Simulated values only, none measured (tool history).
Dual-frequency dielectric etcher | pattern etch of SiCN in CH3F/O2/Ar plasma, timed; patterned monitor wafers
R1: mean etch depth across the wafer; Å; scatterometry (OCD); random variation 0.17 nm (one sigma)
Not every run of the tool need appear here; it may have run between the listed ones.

Run 1, hour 0: source power (kW) 0.35, bias power (kW) 0.081, etch time (s) 92.5. Result: R1 380.28 Å.
Run 2, hour 6.3: source power (kW) 0.38, bias power (kW) 0.084, etch time (s) 92.5. Result: R1 397.09 Å.
Run 3, hour 9.6: source power (kW) 0.38, bias power (kW) 0.084, etch time (s) 96.5. Result: R1 414.73 Å.
Run 4, hour 15.6: source power (kW) 0.4, bias power (kW) 0.085, etch time (s) 96.5. Result: R1 423.98 Å.
Run 5, hour 21.8: source power (kW) 0.4, bias power (kW) 0.085, etch time (s) 96.5. Result: R1 422.57 Å.
Run 6, hour 29.8: source power (kW) 0.4, bias power (kW) 0.079, etch time (s) 96.5. Result: R1 413.88 Å.
Run 7, hour 37.9: source power (kW) 0.42, bias power (kW) 0.081, etch time (s) 96.5. Result: R1 421.63 Å.
Run 8, hour 43.5: source power (kW) 0.43, bias power (kW) 0.083, etch time (s) 96.5. Result: R1 432.5 Å.
Run 9, hour 51.6: source power (kW) 0.44, bias power (kW) 0.084, etch time (s) 96.5. Result: R1 441.21 Å.
Run 10, hour 54.9: source power (kW) 0.45, bias power (kW) 0.084, etch time (s) 96.5. Result: R1 444.82 Å.

Run 11 comes next. What will it give?
Run 11, hour 59.1: source power (kW) 0.46, bias power (kW) 0.084, etch time (s) 96.5. Result: R1 ?.

Run 11 measured R1 447.23 Å.
